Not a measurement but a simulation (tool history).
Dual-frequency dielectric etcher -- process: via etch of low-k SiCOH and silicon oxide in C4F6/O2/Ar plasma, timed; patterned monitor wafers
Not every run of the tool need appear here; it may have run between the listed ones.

run  hour  source power (kW)  bias power (kW)  etch time (s)  mean etch depth across the wafer (nm)
  1   0.0              0.460            0.199           42.5                                105.220
  2   8.3              0.460            0.199           42.5                                104.490
  3   9.5              0.460            0.180           42.5                                 98.965
  4  17.5              0.460            0.180           42.5                                 99.672
  5  22.0              0.460            0.180           42.5                                101.070
  6  26.5              0.440            0.178           42.5                                 96.877
  7  34.9              0.430            0.177           42.5                                 95.635
  8  41.7              0.420            0.176           42.5                                 95.621
  9  48.8              0.410            0.175           42.5                                 94.795

Estimate the outcome of run 10 from the log above:
 10  52.2              0.350            0.167           42.5                                      ?

mean etch depth across the wafer (nm): 86.286
